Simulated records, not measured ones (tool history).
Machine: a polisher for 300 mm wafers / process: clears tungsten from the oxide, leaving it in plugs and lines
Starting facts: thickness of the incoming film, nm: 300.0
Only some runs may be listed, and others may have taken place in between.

run    day  flow of slurry (ml/min)  pressure of the wafer on the pad (psi)  speed of the pad under the wafer (m/s)  abrasive content of the slurry  overpolish time after the end point (s)  time until the end point was called (s)
  1      0                      315                                     2.4                                    1.22                               1                                        6                                   96.433
  2  0.179                      315                                     2.5                                    1.22                               1                                        6                                    95.19
  3  0.479                      315                                     2.5                                    1.22                             0.8                                        6                                   100.58
  4  0.721                      315                                     2.7                                    1.24                             0.8                                        6                                   95.153
  5  0.825                      315                                     2.8                                    1.28                             0.8                                        6                                   89.092
  6  0.904                      315                                     2.9                                     1.3                             0.8                                        6                                   85.947
  7  1.017                      315                                       3                                    1.32                             0.8                                        6                                   80.841
  8  1.354                      315                                     3.1                                    1.32                             0.8                                        6                                   78.136
  9  1.546                      315                                     3.2                                    1.32                             0.8                                        6                                   78.048
 10  1.633                      315                                     3.3                                    1.34                             0.8                                        6                                   74.379

Run 11, settings as shown, results not yet in. Your forecast:
 11  1.738                      315                                     3.4                                    1.36                             0.8                                        6                                        ?

{"run 11": {"time until the end point was called (s)": 73.473}}

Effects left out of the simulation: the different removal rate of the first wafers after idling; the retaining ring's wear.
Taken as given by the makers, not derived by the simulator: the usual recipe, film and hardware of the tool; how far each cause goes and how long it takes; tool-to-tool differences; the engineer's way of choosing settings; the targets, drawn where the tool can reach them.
